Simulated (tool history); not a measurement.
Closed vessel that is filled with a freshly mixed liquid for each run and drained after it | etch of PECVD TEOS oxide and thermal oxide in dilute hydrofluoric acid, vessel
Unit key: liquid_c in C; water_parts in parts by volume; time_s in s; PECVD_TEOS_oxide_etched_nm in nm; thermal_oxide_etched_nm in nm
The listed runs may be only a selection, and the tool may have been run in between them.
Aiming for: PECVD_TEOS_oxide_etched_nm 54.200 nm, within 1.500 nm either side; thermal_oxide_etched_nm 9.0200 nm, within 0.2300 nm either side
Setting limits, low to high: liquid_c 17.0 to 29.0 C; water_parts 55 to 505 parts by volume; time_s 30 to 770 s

run 1 hour=0.0 | liquid_c=21.0 water_parts=280 time_s=395 | PECVD_TEOS_oxide_etched_nm=30.466 thermal_oxide_etched_nm=4.9878
run 2 hour=3.5 | liquid_c=23.5 water_parts=260 time_s=395 | PECVD_TEOS_oxide_etched_nm=36.019 thermal_oxide_etched_nm=6.0647
run 3 hour=12.7 | liquid_c=24.5 water_parts=240 time_s=395 | PECVD_TEOS_oxide_etched_nm=41.432 thermal_oxide_etched_nm=6.9268
run 4 hour=16.0 | liquid_c=24.5 water_parts=335 time_s=395 | PECVD_TEOS_oxide_etched_nm=27.229 thermal_oxide_etched_nm=4.5092
run 5 hour=17.1 | liquid_c=25.5 water_parts=295 time_s=395 | PECVD_TEOS_oxide_etched_nm=32.642 thermal_oxide_etched_nm=5.5141
run 6 hour=18.6 | liquid_c=22.0 water_parts=295 time_s=395 | PECVD_TEOS_oxide_etched_nm=28.993 thermal_oxide_etched_nm=4.9196
run 7 hour=27.9 | liquid_c=24.0 water_parts=270 time_s=395 | PECVD_TEOS_oxide_etched_nm=35.452 thermal_oxide_etched_nm=5.8189
run 8 hour=36.6 | liquid_c=25.5 water_parts=250 time_s=395 | PECVD_TEOS_oxide_etched_nm=41.330 thermal_oxide_etched_nm=6.7322

Of the 4 settings listed for the next run, only one would bring every result within its allowed miss of target. Which one?
run A hour=45.3 | liquid_c=29.0 water_parts=135 time_s=230 | PECVD_TEOS_oxide_etched_nm=? thermal_oxide_etched_nm=?
run B hour=45.3 | liquid_c=25.5 water_parts=205 time_s=410 | PECVD_TEOS_oxide_etched_nm=? thermal_oxide_etched_nm=?
run C hour=45.3 | liquid_c=26.0 water_parts=225 time_s=425 | PECVD_TEOS_oxide_etched_nm=? thermal_oxide_etched_nm=?
run D hour=45.3 | liquid_c=28.0 water_parts=225 time_s=390 | PECVD_TEOS_oxide_etched_nm=? thermal_oxide_etched_nm=?

move=A PECVD_TEOS_oxide_etched_nm=56.622 thermal_oxide_etched_nm=9.5857
move=B PECVD_TEOS_oxide_etched_nm=53.786 thermal_oxide_etched_nm=9.1055
move=C PECVD_TEOS_oxide_etched_nm=50.592 thermal_oxide_etched_nm=8.5648
move=D PECVD_TEOS_oxide_etched_nm=49.805 thermal_oxide_etched_nm=8.4316
A: carries the result that was furthest off beyond its target, to the other side
B: in spec on every target
C: nearer than the last run, and not there yet
D: nearer than the last run, and not there yet
B is the move that brings every result within its allowed miss.

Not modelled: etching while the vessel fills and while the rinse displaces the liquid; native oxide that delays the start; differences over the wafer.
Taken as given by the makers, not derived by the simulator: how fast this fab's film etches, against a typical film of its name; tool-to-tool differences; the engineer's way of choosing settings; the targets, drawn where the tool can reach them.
